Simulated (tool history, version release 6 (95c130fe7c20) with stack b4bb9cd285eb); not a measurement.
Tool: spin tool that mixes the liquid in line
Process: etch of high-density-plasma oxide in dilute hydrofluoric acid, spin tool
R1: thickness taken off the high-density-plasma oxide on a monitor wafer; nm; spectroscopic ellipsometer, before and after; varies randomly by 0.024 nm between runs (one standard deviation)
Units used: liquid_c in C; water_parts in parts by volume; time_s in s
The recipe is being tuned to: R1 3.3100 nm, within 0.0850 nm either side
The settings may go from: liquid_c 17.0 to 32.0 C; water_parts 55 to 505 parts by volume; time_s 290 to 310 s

run 1 day=0.000 | liquid_c=24.0 water_parts=280 time_s=290 | R1=5.2712
run 2 day=0.225 | liquid_c=24.0 water_parts=280 time_s=290 | R1=5.2491
run 3 day=0.325 | liquid_c=24.0 water_parts=280 time_s=310 | R1=5.6770
run 4 day=0.454 | liquid_c=24.0 water_parts=240 time_s=310 | R1=6.9346
run 5 day=0.612 | liquid_c=22.5 water_parts=265 time_s=310 | R1=5.7351
run 6 day=0.729 | liquid_c=19.5 water_parts=265 time_s=310 | R1=5.2509
run 7 day=1.004 | liquid_c=19.0 water_parts=285 time_s=310 | R1=4.7035
run 8 day=1.338 | liquid_c=18.5 water_parts=300 time_s=310 | R1=4.2136
-- day=1.492 thermometer replaced
run 9 day=1.492 | liquid_c=18.0 water_parts=310 time_s=310 | R1=3.7618

Which of these 4 next moves meets every target?
run A day=1.646 | liquid_c=18.0 water_parts=345 time_s=310 | R1=?
run B day=1.646 | liquid_c=19.0 water_parts=300 time_s=310 | R1=?
run C day=1.646 | liquid_c=17.0 water_parts=295 time_s=310 | R1=?
run D day=1.646 | liquid_c=17.0 water_parts=335 time_s=290 | R1=?

move=A R1=3.2822
move=B R1=4.0683
move=C R1=3.8550
move=D R1=3.0726
A: every result lands within tolerance
B: further off than the last run
C: further off than the last run
D: carries the result that was furthest off beyond its target, to the other side
The right move is A.

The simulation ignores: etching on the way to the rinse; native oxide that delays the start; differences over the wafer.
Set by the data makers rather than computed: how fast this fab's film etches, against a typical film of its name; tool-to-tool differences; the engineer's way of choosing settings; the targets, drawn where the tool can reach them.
